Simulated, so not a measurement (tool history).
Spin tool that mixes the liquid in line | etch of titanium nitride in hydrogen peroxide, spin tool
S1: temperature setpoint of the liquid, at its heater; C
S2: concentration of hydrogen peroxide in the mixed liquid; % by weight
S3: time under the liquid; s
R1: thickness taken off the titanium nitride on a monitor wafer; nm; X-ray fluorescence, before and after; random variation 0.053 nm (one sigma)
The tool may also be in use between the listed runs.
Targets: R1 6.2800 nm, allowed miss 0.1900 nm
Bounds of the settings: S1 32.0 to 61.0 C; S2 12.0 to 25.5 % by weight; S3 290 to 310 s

| run | hour | S1 | S2 | S3 | R1 |
|---|---|---|---|---|---|
| 1 | 0.0 | 45.0 | 17.5 | 290 | 5.3486 |
| 2 | 6.9 | 45.5 | 17.5 | 290 | 5.7271 |
| 3 | 13.2 | 45.5 | 20.0 | 290 | 5.8310 |
| 4 | 15.3 | 40.0 | 20.0 | 290 | 3.7887 |
| 5 | 19.9 | 40.0 | 20.0 | 310 | 4.0776 |
| 6 | 27.9 | 41.0 | 20.0 | 310 | 4.4655 |
| 7 | 34.5 | 42.0 | 20.0 | 310 | 4.8540 |
| 8 | 37.9 | 46.0 | 20.0 | 310 | 6.5123 |

Which of these 5 next moves meets every target?
| A | 41.3 | 45.5 | 21.0 | 290 | ? |
| B | 41.3 | 46.0 | 20.0 | 300 | ? |
| C | 41.3 | 47.0 | 20.0 | 310 | ? |
| D | 41.3 | 46.5 | 25.5 | 290 | ? |
| E | 41.3 | 46.0 | 23.0 | 310 | ? |

| move | R1 |
|---|---|
| A | 5.8399 |
| B | 6.2042 |
| C | 6.9021 |
| D | 6.5590 |
| E | 6.6069 |
A: takes the result that was furthest off past its target
B: meets every target
C: further off than the last run
D: further off than the last run
E: further off than the last run
The right move is B.
